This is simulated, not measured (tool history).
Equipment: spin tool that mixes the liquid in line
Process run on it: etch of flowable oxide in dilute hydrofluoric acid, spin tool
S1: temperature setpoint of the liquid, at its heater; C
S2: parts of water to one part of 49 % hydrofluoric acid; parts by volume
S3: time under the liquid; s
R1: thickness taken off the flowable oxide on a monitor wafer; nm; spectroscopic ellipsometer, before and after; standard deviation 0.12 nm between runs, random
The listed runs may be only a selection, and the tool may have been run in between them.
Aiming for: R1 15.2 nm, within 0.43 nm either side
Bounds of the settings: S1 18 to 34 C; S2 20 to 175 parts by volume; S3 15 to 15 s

run    day    S1   S2  S3      R1
  1      0    26   95  15  7.1178
  2  0.133    26   95  15  7.0672
  3  0.404  27.5   90  15  7.8779
  4   0.65  27.5  115  15  6.0768
  5  0.862  28.5  105  15  6.9217
  6  0.921  29.5   95  15  8.1499
  7  1.171  30.5   85  15   9.519
  8  1.346    34   50  15  19.675
  9  1.688    33   50  15  19.026
 10  1.721    29   50  15  16.205
 11  1.742  28.5   50  15  15.894

Next run, 4 choices. One meets every target within its allowed miss, the rest don't. Which?
  A  1.762  27  45  15   ?
  B  1.762  30  50  15   ?
  C  1.762  30  55  15   ?
  D  1.762  24  40  15   ?

move      R1
   A   16.42
   B  16.529
   C  14.912
   D  16.452
A: misses by more than the last run did
B: misses by more than the last run did
C: in spec on every target
D: misses by more than the last run did
Go with C: it meets all targets.
